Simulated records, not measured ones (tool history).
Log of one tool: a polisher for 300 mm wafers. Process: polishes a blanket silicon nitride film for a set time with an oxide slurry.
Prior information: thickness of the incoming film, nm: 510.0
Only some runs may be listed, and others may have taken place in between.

run,hour,flow of slurry (ml/min),pressure of the wafer on the pad (psi),speed of the pad under the wafer (cm/s),abrasive content of the slurry,polishing time (s),film removed (nm)
1,0.0,175,3.2,108,1.0,48,23.865
2,2.9,175,3.0,108,1.0,48,22.739
3,8.3,145,3.0,108,1.0,48,21.673
4,15.8,145,3.0,108,1.0,48,21.513
5,23.6,140,2.8,108,1.0,48,19.842
6,24.3,105,2.8,108,1.0,48,19.349
7,25.9,105,2.7,108,1.0,48,18.732

The next listed run, before its measurement:
8,29.2,105,2.6,108,1.0,48,?

film removed (nm): 18.172
